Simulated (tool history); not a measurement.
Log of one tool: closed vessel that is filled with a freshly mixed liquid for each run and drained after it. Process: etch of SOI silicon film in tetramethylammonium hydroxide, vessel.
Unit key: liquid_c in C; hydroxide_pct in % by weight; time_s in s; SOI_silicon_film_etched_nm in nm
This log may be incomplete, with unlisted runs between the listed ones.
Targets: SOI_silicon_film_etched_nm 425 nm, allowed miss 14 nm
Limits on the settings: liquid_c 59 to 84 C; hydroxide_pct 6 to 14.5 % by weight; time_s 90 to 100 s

run  hour  liquid_c  hydroxide_pct  time_s  SOI_silicon_film_etched_nm
  1     0        72            9.5      90                      712.05
  2   2.3        72            7.5      90                      756.05
  3   9.7        72              6      90                      783.53
  4  11.4        72              6     100                      881.15
  5  19.6        68              6     100                      698.08
  6  20.7      65.5              6     100                       602.4
  7  29.3      63.5              6     100                      534.89
  8  30.9      62.5              6     100                      499.74
  9  35.3      61.5              6     100                      471.49
 10  43.6        61              6     100                      456.37
 11    46      60.5              6     100                      445.27

Below are 5 possible settings for the next run. Only one of them brings all results inside the allowed miss of their targets. Which is it?
  A  48.4        60            6.5      95                           ?
  B  48.4      59.5            6.5      95                           ?
  C  48.4      60.5              6      90                           ?
  D  48.4        62            6.5      90                           ?
  E  48.4      59.5              6      95                           ?

move  SOI_silicon_film_etched_nm
   A                      405.26
   B                      392.73
   C                      403.33
   D                      434.54
   E                      399.94
A: pushes the last run's worst result past its target
B: pushes the last run's worst result past its target
C: pushes the last run's worst result past its target
D: every result lands within tolerance
E: pushes the last run's worst result past its target
Go with D: it meets all targets.

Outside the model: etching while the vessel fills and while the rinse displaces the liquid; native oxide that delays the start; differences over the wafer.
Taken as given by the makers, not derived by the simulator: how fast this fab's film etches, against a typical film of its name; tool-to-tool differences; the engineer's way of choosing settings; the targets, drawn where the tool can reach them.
